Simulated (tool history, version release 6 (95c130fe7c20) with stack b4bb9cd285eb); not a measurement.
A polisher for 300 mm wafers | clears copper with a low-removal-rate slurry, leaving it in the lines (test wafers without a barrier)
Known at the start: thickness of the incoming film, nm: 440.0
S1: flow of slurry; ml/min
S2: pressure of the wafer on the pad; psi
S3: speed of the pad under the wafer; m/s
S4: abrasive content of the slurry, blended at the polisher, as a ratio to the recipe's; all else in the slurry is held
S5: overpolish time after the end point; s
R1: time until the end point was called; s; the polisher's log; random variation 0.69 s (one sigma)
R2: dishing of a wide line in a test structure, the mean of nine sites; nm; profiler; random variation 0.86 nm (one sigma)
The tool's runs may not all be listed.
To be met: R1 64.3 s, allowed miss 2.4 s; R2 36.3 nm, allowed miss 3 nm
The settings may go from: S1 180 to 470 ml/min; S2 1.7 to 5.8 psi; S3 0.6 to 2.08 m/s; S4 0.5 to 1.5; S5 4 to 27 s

run    day   S1   S2    S3  S4  S5      R1      R2
  1      0  300  3.7  1.34   1  14  77.206  31.814
  2  0.288  300  3.1  1.34   1  14   90.08   27.96
  3  0.617  300  3.1  1.16   1  14  100.59  26.022
  4  0.808  300  3.3  1.16   1  14  96.811  27.616
  5  1.046  300  3.5  1.16   1  14  92.773  29.251
  6  1.138  300  3.7  1.16   1  14  88.919  28.276
  7    1.4  300  3.9  1.16   1  14  86.763  28.917
  8  1.504  300  4.1  1.16   1  14  83.176   29.57
  9  1.717  300  5.1  1.18   1  17  68.336  35.249

Which of these 5 next moves meets every target?
  A  1.929  185  5.1  1.32  0.7  21   ?   ?
  B  1.929  250  4.9  1.34  0.7  19   ?   ?
  C  1.929  340  5.5   1.2  0.9  18   ?   ?
  D  1.929  280  5.3  1.08  1.1  18   ?   ?
  E  1.929  255  4.5  1.28    1  20   ?   ?

move      R1      R2
   A  69.805  37.116
   B  67.949  36.298
   C  62.929  36.653
   D  69.816  35.429
   E  69.821  36.479
A: further off than the last run
B: nearer than the last run, and not there yet
C: meets every target
D: further off than the last run
E: further off than the last run
Move C is the one to make.

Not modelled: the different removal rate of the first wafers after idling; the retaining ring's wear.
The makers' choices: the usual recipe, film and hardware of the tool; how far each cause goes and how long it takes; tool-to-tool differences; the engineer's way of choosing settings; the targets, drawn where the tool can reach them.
